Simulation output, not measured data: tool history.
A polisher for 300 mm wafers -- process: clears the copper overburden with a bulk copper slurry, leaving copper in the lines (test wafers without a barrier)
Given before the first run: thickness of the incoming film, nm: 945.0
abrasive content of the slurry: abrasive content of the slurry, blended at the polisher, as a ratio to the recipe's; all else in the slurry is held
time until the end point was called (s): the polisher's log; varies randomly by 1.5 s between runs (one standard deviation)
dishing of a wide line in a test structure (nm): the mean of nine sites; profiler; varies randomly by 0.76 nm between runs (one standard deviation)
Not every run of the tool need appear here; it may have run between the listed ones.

| run | hour | flow of slurry (ml/min) | pressure of the wafer on the pad (psi) | speed of the pad under the wafer (cm/s) | abrasive content of the slurry | overpolish time after the end point (s) | time until the end point was called (s) | dishing of a wide line in a test structure (nm) |
|---|---|---|---|---|---|---|---|---|
| 1 | 0.0 | 190 | 2.0 | 142 | 1.0 | 14 | 88.879 | 56.031 |
| 2 | 3.0 | 190 | 1.9 | 148 | 1.0 | 12 | 91.682 | 50.974 |
| 3 | 6.3 | 190 | 1.9 | 152 | 1.0 | 10 | 84.936 | 47.976 |
| 4 | 9.7 | 190 | 1.9 | 182 | 1.0 | 10 | 75.406 | 53.623 |
| 5 | 12.2 | 210 | 1.9 | 182 | 1.0 | 10 | 74.132 | 52.272 |
| 6 | 13.5 | 210 | 1.9 | 182 | 1.0 | 13 | 74.113 | 58.388 |
| 7 | 14.6 | 215 | 1.8 | 182 | 1.0 | 11 | 78.419 | 54.900 |
| 8 | 21.7 | 210 | 1.8 | 178 | 1.0 | 9 | 80.331 | 48.372 |

For run 9, what comes out?
| 9 | 26.6 | 210 | 1.8 | 178 | 1.0 | 8 | ? | ? |

{"run 9": {"time until the end point was called (s)": 79.279, "dishing of a wide line in a test structure (nm)": 45.253}}
